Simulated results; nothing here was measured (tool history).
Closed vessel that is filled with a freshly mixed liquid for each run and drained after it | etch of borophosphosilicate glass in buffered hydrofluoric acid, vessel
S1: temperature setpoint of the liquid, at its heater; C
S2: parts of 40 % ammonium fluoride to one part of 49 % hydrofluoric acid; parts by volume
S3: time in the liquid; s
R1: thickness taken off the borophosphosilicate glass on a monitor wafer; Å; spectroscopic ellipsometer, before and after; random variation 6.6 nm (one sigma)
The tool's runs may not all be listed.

Run 1, day 0.000: S1 24.0 C, S2 9.0 parts by volume, S3 105 s. Result: R1 3836.0 Å.
Run 2, day 0.104: S1 21.5 C, S2 9.0 parts by volume, S3 105 s. Result: R1 3357.1 Å.
Run 3, day 0.454: S1 23.0 C, S2 8.5 parts by volume, S3 105 s. Result: R1 3840.1 Å.
Run 4, day 0.821: S1 23.0 C, S2 10.0 parts by volume, S3 105 s. Result: R1 3426.9 Å.
Run 5, day 0.988: S1 23.0 C, S2 8.5 parts by volume, S3 105 s. Result: R1 3868.7 Å.
Run 6, day 1.196: S1 23.0 C, S2 8.5 parts by volume, S3 105 s. Result: R1 3840.7 Å.

The next listed run, before its measurement:
Run 7, day 1.450: S1 24.0 C, S2 8.0 parts by volume, S3 105 s. Result: R1 ?.

R1: 4442.3 Å

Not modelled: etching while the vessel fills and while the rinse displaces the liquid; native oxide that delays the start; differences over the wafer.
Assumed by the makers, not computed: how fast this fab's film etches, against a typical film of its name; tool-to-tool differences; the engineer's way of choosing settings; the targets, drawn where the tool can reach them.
